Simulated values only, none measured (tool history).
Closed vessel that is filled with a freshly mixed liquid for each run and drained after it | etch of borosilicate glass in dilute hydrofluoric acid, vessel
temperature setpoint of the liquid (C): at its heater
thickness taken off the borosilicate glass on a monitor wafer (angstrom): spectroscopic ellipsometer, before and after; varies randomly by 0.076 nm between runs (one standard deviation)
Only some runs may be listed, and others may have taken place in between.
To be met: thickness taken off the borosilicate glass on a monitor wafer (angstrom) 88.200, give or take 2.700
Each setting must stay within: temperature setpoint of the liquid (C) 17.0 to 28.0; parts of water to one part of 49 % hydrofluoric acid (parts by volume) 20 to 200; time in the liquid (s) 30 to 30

run  hour  temperature setpoint of the liquid (C)  parts of water to one part of 49 % hydrofluoric acid (parts by volume)  time in the liquid (s)  thickness taken off the borosilicate glass on a monitor wafer (angstrom)
  1   0.0                                    20.0                                                                     110                      30                                                                    52.806
  2   7.9                                    21.5                                                                     105                      30                                                                    59.004
  3  15.5                                    20.0                                                                     105                      30                                                                    55.431
  4  18.5                                    20.0                                                                      80                      30                                                                    76.272
  5  23.3                                    20.0                                                                     100                      30                                                                    59.654
  6  30.5                                    21.5                                                                     100                      30                                                                    63.474
  7  36.1                                    25.5                                                                      90                      30                                                                    83.111
  8  38.7                                    26.0                                                                      90                      30                                                                    84.805

Pick the move, out of 4, that brings all results within their allowed miss; only one does.
  A  41.3                                    25.0                                                                      90                      30                                                                         ?
  B  41.3                                    20.0                                                                      75                      30                                                                         ?
  C  41.3                                    25.5                                                                      90                      30                                                                         ?
  D  41.3                                    24.0                                                                      80                      30                                                                         ?

move  thickness taken off the borosilicate glass on a monitor wafer (angstrom)
   A                                                                    81.310
   B                                                                    81.091
   C                                                                    82.931
   D                                                                    89.023
A: its largest miss is bigger than the last run's
B: its largest miss is bigger than the last run's
C: its largest miss is bigger than the last run's
D: every result lands within tolerance
Go with D: it meets all targets.

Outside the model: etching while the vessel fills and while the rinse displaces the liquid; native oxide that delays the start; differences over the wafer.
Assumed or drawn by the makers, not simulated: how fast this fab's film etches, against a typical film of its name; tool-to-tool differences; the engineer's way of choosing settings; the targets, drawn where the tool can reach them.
